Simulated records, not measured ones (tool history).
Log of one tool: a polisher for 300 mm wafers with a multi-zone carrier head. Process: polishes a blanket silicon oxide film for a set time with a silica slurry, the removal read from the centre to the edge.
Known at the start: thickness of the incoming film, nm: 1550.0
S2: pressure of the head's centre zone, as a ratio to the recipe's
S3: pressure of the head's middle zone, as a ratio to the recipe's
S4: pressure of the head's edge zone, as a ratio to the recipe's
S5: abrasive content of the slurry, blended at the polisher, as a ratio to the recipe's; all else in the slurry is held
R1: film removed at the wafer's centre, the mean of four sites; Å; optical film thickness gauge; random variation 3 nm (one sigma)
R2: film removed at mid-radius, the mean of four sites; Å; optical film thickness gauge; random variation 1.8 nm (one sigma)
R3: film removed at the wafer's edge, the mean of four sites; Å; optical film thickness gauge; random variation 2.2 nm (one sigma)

{"run": 1, "hour": 0.0, "flow of slurry (ml/min)": 125, "S2": 1, "S3": 1, "S4": 1, "S5": 1, "polishing time (s)": 82, "R1": 3087.5, "R2": 2982.1, "R3": 2862.7}
{"run": 2, "hour": 7.2, "flow of slurry (ml/min)": 125, "S2": 1, "S3": 1, "S4": 1.03, "S5": 1, "polishing time (s)": 82, "R1": 3180.1, "R2": 2993.2, "R3": 2889.7}
{"run": 3, "hour": 9.5, "flow of slurry (ml/min)": 115, "S2": 0.97, "S3": 0.99, "S4": 1.01, "S5": 1, "polishing time (s)": 82, "R1": 3034.3, "R2": 2851.9, "R3": 2837.6}
{"run": 4, "hour": 17.3, "flow of slurry (ml/min)": 110, "S2": 0.93, "S3": 1.01, "S4": 1.01, "S5": 0.95, "polishing time (s)": 82, "R1": 2886.2, "R2": 2821.7, "R3": 2724.3}
{"run": 5, "hour": 19.9, "flow of slurry (ml/min)": 105, "S2": 0.9, "S3": 1.03, "S4": 1.05, "S5": 0.95, "polishing time (s)": 81, "R1": 2669.9, "R2": 2825.7, "R3": 2758}
{"run": 6, "hour": 22.6, "flow of slurry (ml/min)": 105, "S2": 0.9, "S3": 1.03, "S4": 1.09, "S5": 0.95, "polishing time (s)": 81, "R1": 2674.1, "R2": 2792.9, "R3": 2799.2}
{"run": 7, "hour": 23.5, "flow of slurry (ml/min)": 100, "S2": 0.88, "S3": 1.04, "S4": 1.08, "S5": 0.95, "polishing time (s)": 81, "R1": 2607.4, "R2": 2803.9, "R3": 2775.5}
{"run": 8, "hour": 26.6, "flow of slurry (ml/min)": 75, "S2": 0.84, "S3": 1.03, "S4": 1.02, "S5": 0.9, "polishing time (s)": 81, "R1": 2211.9, "R2": 2496.5, "R3": 2496.9}

The next listed run, before its measurement:
{"run": 9, "hour": 32.2, "flow of slurry (ml/min)": 105, "S2": 0.85, "S3": 1.04, "S4": 1.03, "S5": 0.9, "polishing time (s)": 81, "R1": "?", "R2": "?", "R3": "?"}

{"run 9": {"R1": 2525.5, "R2": 2751, "R3": 2618.5}}

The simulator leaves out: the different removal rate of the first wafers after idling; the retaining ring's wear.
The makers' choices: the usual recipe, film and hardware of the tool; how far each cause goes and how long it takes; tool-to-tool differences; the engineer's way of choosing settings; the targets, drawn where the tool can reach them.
